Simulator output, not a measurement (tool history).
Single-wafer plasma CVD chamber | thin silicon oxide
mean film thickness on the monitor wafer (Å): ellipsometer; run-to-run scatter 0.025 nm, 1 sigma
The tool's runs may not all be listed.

| run | hour | heater temperature setpoint (K) | chamber pressure (Pa) | RF power (kW) | deposition time (s) | mean film thickness on the monitor wafer (Å) |
|---|---|---|---|---|---|---|
| 1 | 0 | 653.15 | 118.9 | 0.215 | 5.66 | 97.527 |
| 2 | 6.4 | 653.15 | 118.9 | 0.215 | 5.66 | 97.468 |
| 3 | 7.9 | 645.15 | 118.9 | 0.215 | 5.66 | 98.011 |
| 4 | 14.7 | 654.15 | 118.9 | 0.215 | 5.66 | 97.432 |
| 5 | 21 | 654.15 | 116.9 | 0.215 | 5.66 | 95.768 |
| 6 | 23.7 | 654.15 | 115.5 | 0.215 | 5.66 | 94.813 |

Expected results for the next run?
| 7 | 26.4 | 654.15 | 115.5 | 0.215 | 5.66 | ? |

mean film thickness on the monitor wafer (Å): 94.859
